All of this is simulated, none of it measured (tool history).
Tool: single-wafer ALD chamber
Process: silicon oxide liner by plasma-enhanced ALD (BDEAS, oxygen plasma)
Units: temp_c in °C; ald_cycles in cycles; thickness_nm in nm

run	hour	temp_c	ald_cycles	thickness_nm
1	0.0	310	83	7.8618
2	6.0	310	78	7.3922
3	9.1	310	71	6.7611
4	14.1	301	71	6.8506
5	19.8	308	71	6.7589
6	26.3	308	62	5.9421

Forecast run 7:
7	31.7	307	64	?

thickness_nm: 6.0797 nm
